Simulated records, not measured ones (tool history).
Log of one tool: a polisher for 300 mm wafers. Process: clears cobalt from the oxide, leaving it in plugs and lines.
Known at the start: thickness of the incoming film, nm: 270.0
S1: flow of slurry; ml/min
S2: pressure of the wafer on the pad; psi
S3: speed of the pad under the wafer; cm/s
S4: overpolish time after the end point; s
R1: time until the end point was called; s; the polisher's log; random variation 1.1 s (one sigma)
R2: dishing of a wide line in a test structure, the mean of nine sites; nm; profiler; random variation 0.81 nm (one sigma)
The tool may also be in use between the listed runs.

Run 1, hour 0: S1 260 ml/min, S2 2.3 psi, S3 92 cm/s, S4 30 s. Result: R1 54.26 s, R2 37.211 nm.
Run 2, hour 8.8: S1 260 ml/min, S2 2 psi, S3 92 cm/s, S4 30 s. Result: R1 62.856 s, R2 34.84 nm.
Run 3, hour 12.6: S1 260 ml/min, S2 1.7 psi, S3 88 cm/s, S4 38 s. Result: R1 76.806 s, R2 35.992 nm.
Run 4, hour 19.3: S1 315 ml/min, S2 1.7 psi, S3 88 cm/s, S4 38 s. Result: R1 75.156 s, R2 36.071 nm.
Run 5, hour 24.3: S1 270 ml/min, S2 1.7 psi, S3 88 cm/s, S4 38 s. Result: R1 75.948 s, R2 36.858 nm.
Run 6, hour 31.9: S1 270 ml/min, S2 1.7 psi, S3 80 cm/s, S4 38 s. Result: R1 85.1 s, R2 35.774 nm.
Run 7, hour 32.9: S1 270 ml/min, S2 1.5 psi, S3 80 cm/s, S4 37 s. Result: R1 94.965 s, R2 35.187 nm.
Run 8, hour 38.7: S1 270 ml/min, S2 1.4 psi, S3 80 cm/s, S4 36 s. Result: R1 100.61 s, R2 35.676 nm.
Run 9, hour 40.7: S1 265 ml/min, S2 1.1 psi, S3 78 cm/s, S4 22 s. Result: R1 130.26 s, R2 25.675 nm.
Run 10, hour 46.5: S1 265 ml/min, S2 1.1 psi, S3 78 cm/s, S4 26 s. Result: R1 129.07 s, R2 27.157 nm.
At hour 55.5: slurry nozzle cleaned.
Run 11, hour 55.5: S1 265 ml/min, S2 1.1 psi, S3 78 cm/s, S4 29 s. Result: R1 127.41 s, R2 30.442 nm.
Run 12, hour 58.1: S1 265 ml/min, S2 1.1 psi, S3 78 cm/s, S4 31 s. Result: R1 125.46 s, R2 30.397 nm.
Run 13, hour 65.1: S1 265 ml/min, S2 1.1 psi, S3 78 cm/s, S4 33 s. Result: R1 128.88 s, R2 31.153 nm.

Run 14 comes next. What will it give?
Run 14, hour 73.6: S1 280 ml/min, S2 1.1 psi, S3 78 cm/s, S4 34 s. Result: R1 ?, R2 ?.

{"run 14": {"R1": 125.1, "R2": 32.29}}
